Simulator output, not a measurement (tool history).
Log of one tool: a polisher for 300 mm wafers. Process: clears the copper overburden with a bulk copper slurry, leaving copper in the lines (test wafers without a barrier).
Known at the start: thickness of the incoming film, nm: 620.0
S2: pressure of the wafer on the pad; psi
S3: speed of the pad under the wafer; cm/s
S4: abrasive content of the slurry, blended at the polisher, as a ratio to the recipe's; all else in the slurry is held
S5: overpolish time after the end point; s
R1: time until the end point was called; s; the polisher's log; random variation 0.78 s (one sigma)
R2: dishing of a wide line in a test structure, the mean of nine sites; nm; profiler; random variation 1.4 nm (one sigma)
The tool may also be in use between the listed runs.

Run 1, hour 0: flow of slurry (ml/min) 220, S2 3 psi, S3 114 cm/s, S4 1, S5 10 s. Result: R1 63.154 s, R2 54.171 nm.
Run 2, hour 2.8: flow of slurry (ml/min) 220, S2 3 psi, S3 114 cm/s, S4 1, S5 8 s. Result: R1 63.381 s, R2 44.051 nm.
Run 3, hour 11.3: flow of slurry (ml/min) 220, S2 2.9 psi, S3 114 cm/s, S4 1, S5 10 s. Result: R1 65.784 s, R2 52.462 nm.
Run 4, hour 19.3: flow of slurry (ml/min) 220, S2 2.9 psi, S3 114 cm/s, S4 1, S5 8 s. Result: R1 66.568 s, R2 45.765 nm.
Run 5, hour 25.4: flow of slurry (ml/min) 220, S2 2.9 psi, S3 114 cm/s, S4 0.85, S5 8 s. Result: R1 67.35 s, R2 41.976 nm.
Run 6, hour 29.4: flow of slurry (ml/min) 220, S2 2.9 psi, S3 114 cm/s, S4 1, S5 8 s. Result: R1 65.963 s, R2 42.49 nm.
Run 7, hour 34: flow of slurry (ml/min) 215, S2 2.8 psi, S3 112 cm/s, S4 1, S5 10 s. Result: R1 70.514 s, R2 49.489 nm.

The next listed run, before its measurement:
Run 8, hour 38.7: flow of slurry (ml/min) 215, S2 2.8 psi, S3 112 cm/s, S4 1.05, S5 12 s. Result: R1 ?, R2 ?.

Run 8 gave R1 67.977 s, R2 56.575 nm.
